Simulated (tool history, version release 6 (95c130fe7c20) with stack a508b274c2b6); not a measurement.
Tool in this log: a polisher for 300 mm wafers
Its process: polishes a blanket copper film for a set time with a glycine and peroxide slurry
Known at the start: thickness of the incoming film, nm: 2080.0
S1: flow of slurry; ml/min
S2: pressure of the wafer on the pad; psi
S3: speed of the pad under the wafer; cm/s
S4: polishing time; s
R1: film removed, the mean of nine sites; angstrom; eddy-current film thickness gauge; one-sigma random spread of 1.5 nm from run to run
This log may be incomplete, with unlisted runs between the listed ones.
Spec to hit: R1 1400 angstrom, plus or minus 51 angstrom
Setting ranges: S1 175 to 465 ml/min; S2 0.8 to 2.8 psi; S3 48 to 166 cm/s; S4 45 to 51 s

{"run": 1, "day": 0.0, "S1": 295, "S2": 1.8, "S3": 106, "S4": 51, "R1": 2414.6}
{"run": 2, "day": 0.154, "S1": 370, "S2": 1.8, "S3": 106, "S4": 51, "R1": 2537}
{"run": 3, "day": 0.175, "S1": 370, "S2": 1.8, "S3": 106, "S4": 45, "R1": 2212}
{"run": 4, "day": 0.438, "S1": 370, "S2": 1.6, "S3": 106, "S4": 45, "R1": 2078.8}
{"run": 5, "day": 0.6, "S1": 370, "S2": 1.4, "S3": 104, "S4": 45, "R1": 1841}
{"run": 6, "day": 0.858, "S1": 370, "S2": 1.3, "S3": 104, "S4": 45, "R1": 1750.9}
{"run": 7, "day": 1.2, "S1": 370, "S2": 0.8, "S3": 102, "S4": 45, "R1": 1288.2}
{"run": 8, "day": 1.329, "S1": 370, "S2": 1, "S3": 102, "S4": 45, "R1": 1477.3}

Exercise: of the 4 proposed moves below, exactly one satisfies all targets within the stated allowed misses. Which move is it?
{"run": "A", "day": 1.458, "S1": 465, "S2": 1.1, "S3": 100, "S4": 45, "R1": "?"}
{"run": "B", "day": 1.458, "S1": 330, "S2": 1.1, "S3": 98, "S4": 47, "R1": "?"}
{"run": "C", "day": 1.458, "S1": 275, "S2": 1.1, "S3": 100, "S4": 46, "R1": "?"}
{"run": "D", "day": 1.458, "S1": 355, "S2": 1, "S3": 80, "S4": 48, "R1": "?"}

move=A R1=1551.1
move=B R1=1562.8
move=C R1=1519.2
move=D R1=1369.3
A: lands further from the targets than the last run did
B: lands further from the targets than the last run did
C: lands further from the targets than the last run did
D: every result lands within tolerance
D meets every target.
